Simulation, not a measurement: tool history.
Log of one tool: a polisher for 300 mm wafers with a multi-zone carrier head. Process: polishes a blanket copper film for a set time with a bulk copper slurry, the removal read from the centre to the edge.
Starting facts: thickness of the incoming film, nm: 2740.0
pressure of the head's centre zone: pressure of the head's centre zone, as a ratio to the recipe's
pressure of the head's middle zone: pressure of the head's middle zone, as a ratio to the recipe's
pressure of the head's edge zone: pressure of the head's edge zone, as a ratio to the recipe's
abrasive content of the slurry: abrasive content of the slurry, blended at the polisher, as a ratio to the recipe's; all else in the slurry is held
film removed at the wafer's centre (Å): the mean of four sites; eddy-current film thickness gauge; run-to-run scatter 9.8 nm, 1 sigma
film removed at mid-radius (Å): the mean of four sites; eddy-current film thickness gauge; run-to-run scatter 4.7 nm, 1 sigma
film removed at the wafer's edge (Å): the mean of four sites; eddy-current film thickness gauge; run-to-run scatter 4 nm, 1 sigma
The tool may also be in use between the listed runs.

| run | hour | flow of slurry (ml/min) | pressure of the head's centre zone | pressure of the head's middle zone | pressure of the head's edge zone | abrasive content of the slurry | polishing time (s) | film removed at the wafer's centre (Å) | film removed at mid-radius (Å) | film removed at the wafer's edge (Å) |
|---|---|---|---|---|---|---|---|---|---|---|
| 1 | 0.0 | 235 | 1.00 | 1.00 | 1.00 | 1.00 | 37 | 4802.5 | 4617.4 | 4743.0 |
| 2 | 6.6 | 235 | 1.00 | 1.00 | 1.00 | 1.00 | 33 | 4327.3 | 4119.5 | 4298.9 |
| 3 | 14.3 | 235 | 1.06 | 1.00 | 1.00 | 1.00 | 33 | 4615.3 | 4136.1 | 4251.1 |
| 4 | 16.2 | 250 | 1.09 | 1.00 | 1.05 | 1.15 | 35 | 5092.9 | 4541.3 | 4774.9 |
| 5 | 24.2 | 250 | 1.09 | 1.07 | 1.05 | 1.15 | 35 | 4995.4 | 4768.0 | 4730.4 |
| 6 | 27.9 | 250 | 1.09 | 1.07 | 1.05 | 1.35 | 35 | 5162.3 | 4929.8 | 4951.9 |
| 7 | 32.2 | 265 | 1.12 | 1.05 | 1.07 | 1.40 | 37 | 5807.7 | 5259.2 | 5399.4 |

What will run 8 give?
| 8 | 38.1 | 325 | 1.19 | 1.04 | 1.17 | 1.50 | 40 | ? | ? | ? |

film removed at the wafer's centre (Å): 6905.2
film removed at mid-radius (Å): 5815.9
film removed at the wafer's edge (Å): 6207.3
